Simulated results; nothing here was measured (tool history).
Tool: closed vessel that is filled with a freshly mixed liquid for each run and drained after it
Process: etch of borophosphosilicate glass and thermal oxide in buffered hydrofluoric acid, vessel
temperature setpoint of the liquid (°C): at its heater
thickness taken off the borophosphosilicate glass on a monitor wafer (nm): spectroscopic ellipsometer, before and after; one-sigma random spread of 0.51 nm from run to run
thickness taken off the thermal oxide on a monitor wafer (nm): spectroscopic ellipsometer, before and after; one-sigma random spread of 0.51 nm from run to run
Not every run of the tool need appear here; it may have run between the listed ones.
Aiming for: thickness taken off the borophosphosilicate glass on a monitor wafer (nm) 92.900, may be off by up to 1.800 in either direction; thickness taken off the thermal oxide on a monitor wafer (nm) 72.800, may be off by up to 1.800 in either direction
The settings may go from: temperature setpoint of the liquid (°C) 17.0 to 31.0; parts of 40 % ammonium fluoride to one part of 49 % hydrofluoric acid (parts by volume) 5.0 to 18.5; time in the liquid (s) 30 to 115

run,day,temperature setpoint of the liquid (°C),parts of 40 % ammonium fluoride to one part of 49 % hydrofluoric acid (parts by volume),time in the liquid (s),thickness taken off the borophosphosilicate glass on a monitor wafer (nm),thickness taken off the thermal oxide on a monitor wafer (nm)
1,0.000,23.0,11.5,60,80.520,63.750
2,0.050,24.0,11.5,60,85.947,66.541
3,0.200,21.5,11.5,60,75.210,58.620
4,0.267,21.5,11.5,80,100.260,77.761
5,0.408,21.5,11.5,105,130.770,102.640
6,0.488,24.0,11.5,105,150.890,116.810
7,0.717,22.0,12.0,105,128.840,100.510
8,1.000,18.0,12.5,105,100.700,77.421
9,1.071,17.5,12.5,105,97.617,75.321

Consider the 5 candidate settings below. Which is the only one whose results all fall within their allowed miss of target?
A,1.142,18.0,11.5,100,?,?
B,1.142,17.0,14.0,110,?,?
C,1.142,18.0,13.5,100,?,?
D,1.142,18.5,10.5,90,?,?
E,1.142,20.5,12.5,85,?,?

move,thickness taken off the borophosphosilicate glass on a monitor wafer (nm),thickness taken off the thermal oxide on a monitor wafer (nm)
A,103.460,81.027
B,88.655,69.473
C,88.330,69.253
D,104.680,81.961
E,92.963,72.971
A: further off than the last run
B: pushes the last run's worst result past its target
C: pushes the last run's worst result past its target
D: further off than the last run
E: every result within its allowed miss
E is the move that brings every result within its allowed miss.
